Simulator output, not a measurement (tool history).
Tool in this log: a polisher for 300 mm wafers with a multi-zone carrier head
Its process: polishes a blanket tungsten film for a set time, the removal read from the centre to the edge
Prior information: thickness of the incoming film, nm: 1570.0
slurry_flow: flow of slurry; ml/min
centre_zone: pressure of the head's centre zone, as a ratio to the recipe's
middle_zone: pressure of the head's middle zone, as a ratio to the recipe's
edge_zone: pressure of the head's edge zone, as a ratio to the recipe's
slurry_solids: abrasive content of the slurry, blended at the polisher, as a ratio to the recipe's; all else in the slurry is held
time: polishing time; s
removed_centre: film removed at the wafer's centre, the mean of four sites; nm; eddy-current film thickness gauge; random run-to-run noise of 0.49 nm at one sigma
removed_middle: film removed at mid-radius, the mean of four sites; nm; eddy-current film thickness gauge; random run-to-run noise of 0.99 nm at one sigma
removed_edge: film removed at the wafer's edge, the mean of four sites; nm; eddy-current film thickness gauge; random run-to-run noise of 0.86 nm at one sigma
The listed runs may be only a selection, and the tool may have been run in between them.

run,hour,slurry_flow,centre_zone,middle_zone,edge_zone,slurry_solids,time,removed_centre,removed_middle,removed_edge
1,0,310,1,1,1,1,41,107.54,107.78,109.66
2,8.4,305,0.95,0.99,0.97,0.85,37,91.164,93.52,94.114
3,12.2,305,0.95,0.99,0.97,0.65,37,86.322,89.519,91.845
4,19,300,0.91,0.99,0.96,0.6,34,74.771,82.85,84.214
5,26.8,295,0.89,0.98,0.93,0.55,32,67.939,76.729,76.765
6,30.2,290,0.87,0.96,0.9,0.55,32,67.755,75.806,75.41
7,32.5,285,0.85,0.95,0.89,0.55,31,62.923,72.777,72.818
8,37,280,0.84,0.94,0.87,0.55,31,61.933,70.15,69.964
9,40.1,270,0.83,0.94,0.87,0.55,31,60.582,71.252,71.814
10,42.2,270,0.83,0.94,0.87,0.55,31,59.775,70.734,71.288
11,43.5,265,0.83,0.93,0.86,0.55,31,61.063,69.685,71.172
12,48.3,265,0.82,0.93,0.85,0.55,31,60.214,67.947,70.593
13,53.5,265,0.82,0.94,0.84,0.55,31,59.488,70.35,69.867

Expected results for the next run?
14,60.1,260,0.82,0.94,0.83,0.55,31,?,?,?

Run 14 came out at removed_centre 59.347 nm, removed_middle 70.337 nm, removed_edge 69.128 nm.

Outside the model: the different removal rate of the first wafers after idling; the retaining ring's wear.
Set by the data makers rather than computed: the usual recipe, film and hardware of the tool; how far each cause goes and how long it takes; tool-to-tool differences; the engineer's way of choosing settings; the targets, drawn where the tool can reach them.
